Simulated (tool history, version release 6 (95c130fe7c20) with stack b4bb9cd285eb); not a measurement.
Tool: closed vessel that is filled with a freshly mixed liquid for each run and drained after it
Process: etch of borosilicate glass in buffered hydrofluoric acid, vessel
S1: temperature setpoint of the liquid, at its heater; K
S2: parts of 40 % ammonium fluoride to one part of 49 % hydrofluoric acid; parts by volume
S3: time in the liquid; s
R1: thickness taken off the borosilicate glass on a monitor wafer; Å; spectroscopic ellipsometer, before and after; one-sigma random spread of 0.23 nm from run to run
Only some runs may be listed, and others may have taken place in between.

run,hour,S1,S2,S3,R1
1,0,298.15,10.5,30,365.67
2,5.8,298.15,11.5,30,330.97
3,6.9,295.65,11.5,30,288.5
4,7.7,295.15,11.5,30,284.06
5,11,294.65,11.5,30,276.79
6,11.8,294.15,11.5,30,268.96
7,17.7,293.65,11.5,30,259.43

What does the tool deliver on the next run?
8,23.1,292.65,11.5,30,?

R1: 252.79 Å
